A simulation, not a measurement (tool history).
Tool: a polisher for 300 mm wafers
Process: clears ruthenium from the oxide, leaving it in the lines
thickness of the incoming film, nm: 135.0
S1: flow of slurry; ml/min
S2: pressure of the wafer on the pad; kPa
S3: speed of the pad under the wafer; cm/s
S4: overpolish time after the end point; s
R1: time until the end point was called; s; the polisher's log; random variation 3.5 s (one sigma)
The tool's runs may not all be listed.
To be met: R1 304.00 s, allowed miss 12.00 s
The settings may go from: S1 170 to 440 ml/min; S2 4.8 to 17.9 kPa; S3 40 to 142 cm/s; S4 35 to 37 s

run	hour	S1	S2	S3	S4	R1
1	0.0	280	11.0	90	35	151.22
2	1.7	280	9.0	86	35	185.26
3	4.8	280	9.0	98	35	165.87
4	9.3	275	7.6	90	35	206.71
5	13.9	270	6.9	86	35	238.25
6	15.5	270	8.3	86	35	201.06
7	23.8	270	6.9	84	35	241.84
8	26.1	270	4.8	84	35	325.43

Which of these 4 next moves meets every target?
A	28.4	260	6.2	82	37	?
B	28.4	290	5.5	80	37	?
C	28.4	245	5.5	92	35	?
D	28.4	295	6.2	78	37	?

move	R1
A	273.60
B	306.68
C	276.41
D	282.58
A: takes the result that was furthest off past its target
B: meets every target
C: takes the result that was furthest off past its target
D: takes the result that was furthest off past its target
Answer: B
